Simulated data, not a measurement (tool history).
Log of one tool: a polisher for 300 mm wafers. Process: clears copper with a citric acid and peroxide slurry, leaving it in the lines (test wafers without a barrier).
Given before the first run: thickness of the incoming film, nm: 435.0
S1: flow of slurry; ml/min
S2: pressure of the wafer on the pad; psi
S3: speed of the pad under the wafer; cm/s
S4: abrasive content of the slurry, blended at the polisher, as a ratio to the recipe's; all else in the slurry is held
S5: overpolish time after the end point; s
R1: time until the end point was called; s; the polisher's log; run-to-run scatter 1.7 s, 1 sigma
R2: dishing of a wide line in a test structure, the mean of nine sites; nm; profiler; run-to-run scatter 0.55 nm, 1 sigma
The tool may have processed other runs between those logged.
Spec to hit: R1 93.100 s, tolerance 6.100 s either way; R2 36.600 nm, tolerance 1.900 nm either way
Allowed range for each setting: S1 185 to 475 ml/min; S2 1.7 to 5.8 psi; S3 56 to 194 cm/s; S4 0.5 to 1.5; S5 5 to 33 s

Run 1, hour 0.0: S1 305 ml/min, S2 3.7 psi, S3 124 cm/s, S4 1.0, S5 17 s. Result: R1 110.440 s, R2 45.375 nm.
Run 2, hour 7.2: S1 235 ml/min, S2 3.7 psi, S3 124 cm/s, S4 1.0, S5 17 s. Result: R1 116.120 s, R2 44.205 nm.
Run 3, hour 12.0: S1 235 ml/min, S2 3.7 psi, S3 108 cm/s, S4 1.0, S5 17 s. Result: R1 136.750 s, R2 38.367 nm.
Run 4, hour 14.3: S1 240 ml/min, S2 3.8 psi, S3 108 cm/s, S4 1.0, S5 16 s. Result: R1 132.830 s, R2 37.618 nm.
Run 5, hour 16.1: S1 245 ml/min, S2 3.9 psi, S3 108 cm/s, S4 1.0, S5 15 s. Result: R1 126.520 s, R2 36.500 nm.
Run 6, hour 18.9: S1 285 ml/min, S2 3.9 psi, S3 108 cm/s, S4 1.0, S5 15 s. Result: R1 129.580 s, R2 36.539 nm.
Run 7, hour 25.1: S1 285 ml/min, S2 4.0 psi, S3 108 cm/s, S4 1.0, S5 14 s. Result: R1 125.360 s, R2 36.311 nm.
Run 8, hour 28.4: S1 285 ml/min, S2 4.1 psi, S3 108 cm/s, S4 1.0, S5 13 s. Result: R1 120.380 s, R2 33.870 nm.
Run 9, hour 29.2: S1 285 ml/min, S2 4.2 psi, S3 108 cm/s, S4 1.0, S5 13 s. Result: R1 122.150 s, R2 34.588 nm.
Run 10, hour 32.9: S1 285 ml/min, S2 4.3 psi, S3 108 cm/s, S4 1.0, S5 13 s. Result: R1 113.710 s, R2 35.224 nm.
Run 11, hour 39.6: S1 285 ml/min, S2 4.4 psi, S3 108 cm/s, S4 1.0, S5 13 s. Result: R1 115.370 s, R2 36.422 nm.
Run 12, hour 43.6: S1 285 ml/min, S2 4.4 psi, S3 108 cm/s, S4 1.0, S5 13 s. Result: R1 115.750 s, R2 36.430 nm.
Run 13, hour 49.0: S1 285 ml/min, S2 4.5 psi, S3 108 cm/s, S4 1.0, S5 13 s. Result: R1 111.640 s, R2 36.654 nm.
Run 14, hour 56.9: S1 285 ml/min, S2 4.6 psi, S3 108 cm/s, S4 1.0, S5 13 s. Result: R1 108.620 s, R2 38.341 nm.
At hour 61.2: slurry blender recalibrated.
Run 15, hour 61.2: S1 285 ml/min, S2 4.7 psi, S3 108 cm/s, S4 1.0, S5 13 s. Result: R1 96.854 s, R2 40.969 nm.

Below are 4 possible settings for the next run. Only one of them brings all results inside the allowed miss of their targets. Which is it?
Run A, hour 65.5: S1 310 ml/min, S2 4.3 psi, S3 108 cm/s, S4 1.0, S5 13 s. Result: R1 ?, R2 ?.
Run B, hour 65.5: S1 255 ml/min, S2 5.1 psi, S3 100 cm/s, S4 1.3, S5 11 s. Result: R1 ?, R2 ?.
Run C, hour 65.5: S1 195 ml/min, S2 4.4 psi, S3 114 cm/s, S4 1.1, S5 17 s. Result: R1 ?, R2 ?.
Run D, hour 65.5: S1 280 ml/min, S2 4.5 psi, S3 112 cm/s, S4 1.2, S5 10 s. Result: R1 ?, R2 ?.

move       R1      R2
   A  109.860  38.852
   B   97.526  37.370
   C  105.910  50.910
   D   98.542  33.832
A: its largest miss is bigger than the last run's
B: in spec on every target
C: its largest miss is bigger than the last run's
D: takes the result that was furthest off past its target
Answer: B
